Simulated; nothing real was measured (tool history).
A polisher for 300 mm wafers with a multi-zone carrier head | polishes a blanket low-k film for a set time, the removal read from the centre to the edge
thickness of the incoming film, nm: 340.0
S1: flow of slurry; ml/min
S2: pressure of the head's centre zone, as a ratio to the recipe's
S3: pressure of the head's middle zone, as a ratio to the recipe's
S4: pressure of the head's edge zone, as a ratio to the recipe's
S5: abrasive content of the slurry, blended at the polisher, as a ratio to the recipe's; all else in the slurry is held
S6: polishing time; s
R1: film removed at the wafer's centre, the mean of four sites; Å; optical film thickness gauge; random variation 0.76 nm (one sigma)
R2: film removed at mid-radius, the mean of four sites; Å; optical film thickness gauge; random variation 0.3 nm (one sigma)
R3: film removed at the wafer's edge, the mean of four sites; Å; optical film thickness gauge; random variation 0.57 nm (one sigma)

run    day   S1    S2    S3    S4    S5  S6      R1      R2      R3
  1  0.000  155  1.00  1.00  1.00  1.00  65  363.61  383.81  374.77
  2  0.088  185  1.00  1.00  1.00  1.00  65  392.68  394.79  380.88
  3  0.200  185  1.02  1.00  1.03  1.10  65  409.98  407.97  402.92
  4  0.296  190  1.04  1.01  1.05  1.15  65  425.71  423.17  426.53
  5  0.421  195  1.06  1.02  1.07  1.15  65  427.68  425.89  427.41
  6  0.754  235  1.06  1.02  1.07  1.15  65  453.34  437.36  425.83
  7  0.821  235  1.08  1.02  1.08  1.20  65  469.91  450.10  449.63
  8  1.033  235  1.10  1.02  1.09  1.25  65  481.37  454.80  447.27
  9  1.150  230  1.08  0.95  1.16  1.50  68  534.59  476.76  519.67

The next listed run, before its measurement:
 10  1.325  230  1.08  0.95  1.15  1.50  68   ?   ?   ?

Run 10 gave R1 535.87 Å, R2 474.82 Å, R3 520.18 Å.
